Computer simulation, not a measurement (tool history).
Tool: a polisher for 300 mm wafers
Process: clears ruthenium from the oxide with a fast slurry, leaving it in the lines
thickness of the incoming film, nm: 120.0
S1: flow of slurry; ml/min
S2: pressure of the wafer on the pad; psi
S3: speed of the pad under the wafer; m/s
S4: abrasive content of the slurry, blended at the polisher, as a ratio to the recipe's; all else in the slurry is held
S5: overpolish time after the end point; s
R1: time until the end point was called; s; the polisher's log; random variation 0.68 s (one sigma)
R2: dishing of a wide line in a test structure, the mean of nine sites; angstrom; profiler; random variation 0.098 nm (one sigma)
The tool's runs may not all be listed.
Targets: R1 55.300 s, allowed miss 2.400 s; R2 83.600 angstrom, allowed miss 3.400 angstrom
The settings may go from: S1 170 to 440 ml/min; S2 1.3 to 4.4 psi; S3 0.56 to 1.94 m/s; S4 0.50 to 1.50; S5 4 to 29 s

Run 1, hour 0.0: S1 280 ml/min, S2 2.8 psi, S3 1.24 m/s, S4 1.00, S5 15 s. Result: R1 40.402 s, R2 398.440 angstrom.
Run 2, hour 1.8: S1 230 ml/min, S2 2.8 psi, S3 1.24 m/s, S4 1.00, S5 15 s. Result: R1 40.686 s, R2 381.480 angstrom.
Run 3, hour 4.0: S1 230 ml/min, S2 2.8 psi, S3 1.24 m/s, S4 0.85, S5 15 s. Result: R1 49.300 s, R2 338.350 angstrom.
Run 4, hour 8.2: S1 205 ml/min, S2 2.8 psi, S3 1.24 m/s, S4 0.85, S5 15 s. Result: R1 49.532 s, R2 329.120 angstrom.
Run 5, hour 9.4: S1 200 ml/min, S2 2.6 psi, S3 1.18 m/s, S4 0.90, S5 14 s. Result: R1 51.862 s, R2 293.350 angstrom.
Run 6, hour 12.5: S1 200 ml/min, S2 2.6 psi, S3 1.32 m/s, S4 0.90, S5 14 s. Result: R1 48.055 s, R2 320.180 angstrom.
Run 7, hour 16.7: S1 195 ml/min, S2 2.5 psi, S3 1.24 m/s, S4 0.95, S5 13 s. Result: R1 49.719 s, R2 287.040 angstrom.
Run 8, hour 17.2: S1 170 ml/min, S2 1.7 psi, S3 0.88 m/s, S4 1.20, S5 6 s. Result: R1 78.588 s, R2 87.339 angstrom.
Run 9, hour 18.6: S1 170 ml/min, S2 2.1 psi, S3 0.86 m/s, S4 1.45, S5 4 s. Result: R1 58.422 s, R2 81.054 angstrom.

Which of these 4 next moves meets every target?
Run A, hour 20.0: S1 170 ml/min, S2 2.6 psi, S3 0.76 m/s, S4 1.50, S5 4 s. Result: R1 ?, R2 ?.
Run B, hour 20.0: S1 180 ml/min, S2 2.1 psi, S3 1.00 m/s, S4 1.50, S5 4 s. Result: R1 ?, R2 ?.
Run C, hour 20.0: S1 170 ml/min, S2 3.1 psi, S3 0.56 m/s, S4 1.40, S5 4 s. Result: R1 ?, R2 ?.
Run D, hour 20.0: S1 190 ml/min, S2 2.4 psi, S3 0.84 m/s, S4 1.50, S5 4 s. Result: R1 ?, R2 ?.

move      R1      R2
   A  51.024  89.026
   B  50.439  90.034
   C  55.510  81.987
   D  50.239  90.383
A: takes the result that was furthest off past its target
B: takes the result that was furthest off past its target
C: meets every target
D: takes the result that was furthest off past its target
Answer: C
